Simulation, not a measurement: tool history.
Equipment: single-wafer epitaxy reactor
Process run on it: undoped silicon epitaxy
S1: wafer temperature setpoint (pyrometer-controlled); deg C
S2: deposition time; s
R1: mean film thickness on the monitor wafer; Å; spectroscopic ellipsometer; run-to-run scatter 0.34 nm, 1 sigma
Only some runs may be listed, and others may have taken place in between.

run    day   S1   S2      R1
  1      0  640  388  551.82
  2  0.358  645  388  615.46
  3  0.512  645  432  691.19
  4  0.854  647  432   724.8
  5  0.988  647  471  786.94
  6  1.142  654  471  919.13
  7  1.292  652  471   871.1

For run 8, what comes out?
  8  1.579  651  471   ?

R1: 854.54 Å
